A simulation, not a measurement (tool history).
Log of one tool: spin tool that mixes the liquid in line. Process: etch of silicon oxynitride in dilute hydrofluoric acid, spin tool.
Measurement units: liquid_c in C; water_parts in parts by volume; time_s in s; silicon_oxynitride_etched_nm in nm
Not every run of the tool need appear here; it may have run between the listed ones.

run  hour  liquid_c  water_parts  time_s  silicon_oxynitride_etched_nm
  1     0        25           50     145                        7.8849
  2   7.2      26.5           45     145                        9.4937
  3  13.7        28           40     145                        11.468
  4  19.8        26           40     145                        10.376
  5  27.1      27.5           40     145                         11.17
  6  34.3      28.5           40     145                        11.682
  7  35.1      29.5           40     145                        12.302
  8  42.6        30           40     145                        12.227
  9    46      30.5           40     145                        12.879

Run 10 comes next. What will it give?
 10  51.3        33           30     145                             ?

{"run 10": {"silicon_oxynitride_etched_nm": 19.344}}

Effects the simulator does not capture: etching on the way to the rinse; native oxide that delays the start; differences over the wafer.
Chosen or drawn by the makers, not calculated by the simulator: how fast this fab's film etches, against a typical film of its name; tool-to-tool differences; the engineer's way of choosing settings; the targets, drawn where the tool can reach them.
